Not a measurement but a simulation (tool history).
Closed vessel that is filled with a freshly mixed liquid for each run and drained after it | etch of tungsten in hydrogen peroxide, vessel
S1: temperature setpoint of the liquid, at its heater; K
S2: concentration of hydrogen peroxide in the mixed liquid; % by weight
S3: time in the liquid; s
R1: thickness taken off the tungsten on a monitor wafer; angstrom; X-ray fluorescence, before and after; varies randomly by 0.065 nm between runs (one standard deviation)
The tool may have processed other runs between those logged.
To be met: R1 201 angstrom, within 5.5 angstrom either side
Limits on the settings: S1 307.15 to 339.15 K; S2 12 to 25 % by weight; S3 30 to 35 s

{"run": 1, "hour": 0.0, "S1": 323.15, "S2": 17, "S3": 35, "R1": 265.68}
{"run": 2, "hour": 4.8, "S1": 323.15, "S2": 14.5, "S3": 35, "R1": 244.37}
{"run": 3, "hour": 6.8, "S1": 323.15, "S2": 16, "S3": 35, "R1": 257.15}
{"run": 4, "hour": 8.8, "S1": 323.15, "S2": 16, "S3": 35, "R1": 256.5}
{"run": 5, "hour": 14.3, "S1": 323.15, "S2": 13, "S3": 35, "R1": 230.65}
{"run": 6, "hour": 15.0, "S1": 316.65, "S2": 13, "S3": 35, "R1": 154.15}
{"run": 7, "hour": 19.7, "S1": 317.65, "S2": 13, "S3": 35, "R1": 163.79}
{"run": 8, "hour": 22.9, "S1": 318.65, "S2": 13, "S3": 35, "R1": 174.53}
{"run": 9, "hour": 26.6, "S1": 319.15, "S2": 13, "S3": 35, "R1": 180.99}
{"run": 10, "hour": 31.9, "S1": 319.65, "S2": 13, "S3": 35, "R1": 185.89}
{"run": 11, "hour": 32.6, "S1": 320.15, "S2": 13, "S3": 35, "R1": 192.12}

Which of these 5 next moves meets every target?
{"run": "A", "hour": 33.3, "S1": 319.15, "S2": 13, "S3": 35, "R1": "?"}
{"run": "B", "hour": 33.3, "S1": 324.15, "S2": 12, "S3": 30, "R1": "?"}
{"run": "C", "hour": 33.3, "S1": 322.15, "S2": 12, "S3": 30, "R1": "?"}
{"run": "D", "hour": 33.3, "S1": 319.65, "S2": 13.5, "S3": 35, "R1": "?"}
{"run": "E", "hour": 33.3, "S1": 319.15, "S2": 13.5, "S3": 35, "R1": "?"}

move=A R1=179.98
move=B R1=201.77
move=C R1=178.56
move=D R1=189.24
move=E R1=183.41
A: further off than the last run
B: every result lands within tolerance
C: further off than the last run
D: further off than the last run
E: further off than the last run
Go with B: it meets all targets.

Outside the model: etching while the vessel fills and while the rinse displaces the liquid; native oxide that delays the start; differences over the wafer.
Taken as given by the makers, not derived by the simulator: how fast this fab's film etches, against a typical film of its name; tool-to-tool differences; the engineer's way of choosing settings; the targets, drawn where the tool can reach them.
